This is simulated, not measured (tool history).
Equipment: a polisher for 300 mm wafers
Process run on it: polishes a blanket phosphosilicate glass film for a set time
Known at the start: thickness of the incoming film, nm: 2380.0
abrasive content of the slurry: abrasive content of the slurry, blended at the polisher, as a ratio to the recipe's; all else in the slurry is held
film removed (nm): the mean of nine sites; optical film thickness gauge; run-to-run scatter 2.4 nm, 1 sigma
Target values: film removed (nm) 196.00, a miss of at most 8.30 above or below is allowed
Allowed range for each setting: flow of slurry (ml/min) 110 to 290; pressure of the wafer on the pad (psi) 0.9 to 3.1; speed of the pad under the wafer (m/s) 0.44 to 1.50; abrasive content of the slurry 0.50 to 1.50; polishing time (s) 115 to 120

| run | day | flow of slurry (ml/min) | pressure of the wafer on the pad (psi) | speed of the pad under the wafer (m/s) | abrasive content of the slurry | polishing time (s) | film removed (nm) |
|---|---|---|---|---|---|---|---|
| 1 | 0.000 | 185 | 2.0 | 0.96 | 1.00 | 115 | 510.22 |
| 2 | 0.371 | 185 | 1.6 | 0.82 | 1.00 | 115 | 362.14 |
| 3 | 0.633 | 185 | 1.4 | 0.82 | 1.00 | 115 | 320.38 |
| 4 | 0.733 | 185 | 1.4 | 0.82 | 0.80 | 115 | 274.76 |
| 5 | 0.996 | 185 | 1.2 | 0.80 | 0.80 | 115 | 236.34 |
| 6 | 1.100 | 205 | 1.2 | 0.80 | 0.80 | 115 | 232.38 |
| 7 | 1.279 | 205 | 1.1 | 0.80 | 0.80 | 115 | 216.65 |
| 8 | 1.642 | 210 | 1.1 | 0.80 | 0.80 | 115 | 215.90 |
| 9 | 1.871 | 215 | 1.1 | 0.80 | 0.80 | 115 | 220.13 |

Exactly one of the 5 candidate moves below puts every result within its allowed miss. Which one?
| A | 2.100 | 255 | 1.3 | 0.82 | 0.75 | 118 | ? |
| B | 2.100 | 195 | 1.0 | 0.96 | 0.85 | 115 | ? |
| C | 2.100 | 190 | 1.1 | 0.88 | 0.85 | 115 | ? |
| D | 2.100 | 200 | 1.1 | 0.66 | 0.85 | 115 | ? |
| E | 2.100 | 260 | 1.3 | 0.62 | 1.15 | 115 | ? |

| move | film removed (nm) |
|---|---|
| A | 260.61 |
| B | 236.19 |
| C | 240.12 |
| D | 192.20 |
| E | 262.07 |
A: misses by more than the last run did
B: misses by more than the last run did
C: misses by more than the last run did
D: every result lands within tolerance
E: misses by more than the last run did
D is the move that brings every result within its allowed miss.
